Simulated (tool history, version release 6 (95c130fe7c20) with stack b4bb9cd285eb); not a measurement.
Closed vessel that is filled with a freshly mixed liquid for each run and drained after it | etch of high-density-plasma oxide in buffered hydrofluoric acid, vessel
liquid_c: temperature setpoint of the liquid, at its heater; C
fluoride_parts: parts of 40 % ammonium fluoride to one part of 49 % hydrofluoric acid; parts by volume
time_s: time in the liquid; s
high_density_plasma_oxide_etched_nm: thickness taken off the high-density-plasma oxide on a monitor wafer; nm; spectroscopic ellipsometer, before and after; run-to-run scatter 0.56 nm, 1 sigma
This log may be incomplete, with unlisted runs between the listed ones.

run	day	liquid_c	fluoride_parts	time_s	high_density_plasma_oxide_etched_nm
1	0.000	22.0	15.0	30	38.060
2	0.083	24.0	15.0	30	42.473
3	0.329	25.5	13.0	30	53.161
4	0.704	26.5	11.5	30	62.279
5	0.729	27.5	10.5	30	71.760
6	0.917	29.5	10.5	30	80.164
7	1.221	30.0	7.0	30	122.690
8	1.250	29.0	7.0	30	114.870
9	1.421	28.5	7.0	30	112.190
10	1.471	28.0	7.0	30	108.710
11	1.733	27.5	7.0	30	106.630

Forecast run 12:
12	1.896	27.0	7.0	30	?

Run 12 gave high_density_plasma_oxide_etched_nm 103.400 nm.
